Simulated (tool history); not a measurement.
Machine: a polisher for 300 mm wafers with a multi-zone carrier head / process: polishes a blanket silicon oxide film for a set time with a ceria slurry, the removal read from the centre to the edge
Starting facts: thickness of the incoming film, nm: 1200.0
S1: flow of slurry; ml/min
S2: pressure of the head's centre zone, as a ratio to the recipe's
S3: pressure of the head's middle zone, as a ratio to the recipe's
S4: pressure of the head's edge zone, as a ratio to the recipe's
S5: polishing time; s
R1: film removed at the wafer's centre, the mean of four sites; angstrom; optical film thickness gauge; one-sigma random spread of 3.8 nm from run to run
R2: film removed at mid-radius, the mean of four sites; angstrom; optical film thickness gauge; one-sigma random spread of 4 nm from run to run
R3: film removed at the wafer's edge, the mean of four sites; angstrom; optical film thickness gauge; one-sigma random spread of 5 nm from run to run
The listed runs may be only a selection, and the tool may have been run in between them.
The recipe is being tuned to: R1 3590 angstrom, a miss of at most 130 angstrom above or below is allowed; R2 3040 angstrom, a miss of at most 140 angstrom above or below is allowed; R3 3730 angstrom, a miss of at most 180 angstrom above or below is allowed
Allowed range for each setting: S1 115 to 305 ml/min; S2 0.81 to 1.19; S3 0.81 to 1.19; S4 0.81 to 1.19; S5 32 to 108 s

run 1 hour=0 | S1=195 S2=1 S3=1 S4=1 S5=70 | R1=3955.4 R2=3897.5 R3=3792.9
run 2 hour=4.8 | S1=195 S2=1 S3=1.07 S4=1 S5=70 | R1=3941.5 R2=4061.2 R3=3915.9
run 3 hour=7.7 | S1=195 S2=1 S3=1.07 S4=1.05 S5=70 | R1=3868.6 R2=4031.5 R3=3862
run 4 hour=11.6 | S1=195 S2=1 S3=1.15 S4=1.05 S5=70 | R1=3980.5 R2=4258.3 R3=3919.8
run 5 hour=19 | S1=195 S2=1 S3=1.18 S4=1.05 S5=70 | R1=3952.9 R2=4390.5 R3=3888.8
run 6 hour=27.7 | S1=195 S2=1 S3=1.18 S4=1.11 S5=70 | R1=3894.2 R2=4306.7 R3=3947.8
run 7 hour=35.7 | S1=160 S2=1.03 S3=1.08 S4=1.19 S5=64 | R1=3567.1 R2=3475.1 R3=3678.3
run 8 hour=41.7 | S1=130 S2=1.03 S3=0.98 S4=1.19 S5=66 | R1=3445.5 R2=3237.3 R3=3781.4

Consider the 4 candidate settings below. Which is the only one whose results all fall within their allowed miss of target?
run A hour=47.7 | S1=115 S2=0.96 S3=0.87 S4=1.19 S5=67 | R1=? R2=? R3=?
run B hour=47.7 | S1=145 S2=0.91 S3=0.87 S4=1.19 S5=67 | R1=? R2=? R3=?
run C hour=47.7 | S1=115 S2=1.04 S3=0.87 S4=1.1 S5=72 | R1=? R2=? R3=?
run D hour=47.7 | S1=125 S2=0.92 S3=1.02 S4=1.15 S5=70 | R1=? R2=? R3=?

move=A R1=3180.9 R2=2840.1 R3=3638.3
move=B R1=3284.1 R2=3022.4 R3=3799
move=C R1=3626.2 R2=3051.5 R3=3754.5
move=D R1=3317.2 R2=3473.9 R3=3789.9
A: takes the result that was furthest off past its target
B: the worst result of the last run now meets its target, but another is out of spec
C: in spec on every target
D: its largest miss is bigger than the last run's
Move C is the one to make.

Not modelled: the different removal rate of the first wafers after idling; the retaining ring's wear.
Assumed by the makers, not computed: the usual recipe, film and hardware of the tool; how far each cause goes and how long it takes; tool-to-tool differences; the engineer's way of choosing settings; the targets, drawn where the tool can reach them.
